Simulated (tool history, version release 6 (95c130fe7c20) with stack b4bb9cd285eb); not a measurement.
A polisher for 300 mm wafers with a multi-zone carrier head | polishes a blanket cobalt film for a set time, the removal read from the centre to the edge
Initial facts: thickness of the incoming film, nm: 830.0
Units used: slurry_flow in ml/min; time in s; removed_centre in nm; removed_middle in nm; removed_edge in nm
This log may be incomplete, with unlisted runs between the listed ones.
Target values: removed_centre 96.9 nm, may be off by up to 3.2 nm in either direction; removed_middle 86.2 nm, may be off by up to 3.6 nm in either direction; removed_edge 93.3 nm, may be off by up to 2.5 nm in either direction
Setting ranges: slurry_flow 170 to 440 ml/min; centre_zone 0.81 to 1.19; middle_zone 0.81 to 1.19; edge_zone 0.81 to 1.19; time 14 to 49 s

run,hour,slurry_flow,centre_zone,middle_zone,edge_zone,time,removed_centre,removed_middle,removed_edge
1,0,280,1,1,1,31,167.17,173.63,171.69
2,1.2,275,1,0.98,0.98,28,155.38,153.59,154.44
3,2.3,275,1,0.98,1.03,28,153.56,153.5,157.86
4,9.5,270,0.99,0.96,1.01,26,137.03,136.48,146.96
5,11,310,0.99,0.96,1.01,26,141.42,139.21,146.87
6,15.1,310,0.99,0.88,1.01,26,141.86,127.21,148.63
7,16.3,310,0.99,0.88,1.01,26,143.83,128.23,147.64
8,20.1,315,0.99,0.88,0.99,24,130.8,120.84,134.8
9,25.9,315,1,0.87,0.98,23,130.03,111.83,128.54
10,29.9,315,0.99,0.87,0.96,22,121.37,108.3,122.65

Which of these 5 next moves meets every target?
A,33.9,380,1.02,0.88,0.93,17,?,?,?
B,33.9,285,1.05,0.81,0.97,17,?,?,?
C,33.9,250,0.82,0.89,1.19,30,?,?,?
D,33.9,235,1.09,0.81,0.89,18,?,?,?
E,33.9,235,0.96,0.95,1.03,27,?,?,?

move,removed_centre,removed_middle,removed_edge
A,96.552,86.944,94.499
B,96.215,79.017,94.48
C,132.62,148.41,182.29
D,102.72,81.654,94.367
E,136.93,139.78,151.39
A: hits every target within its allowed miss
B: corrects the largest miss of the last run, while another result sits out of spec
C: further off than the last run
D: corrects the largest miss of the last run, while another result sits out of spec
E: further off than the last run
Answer: A
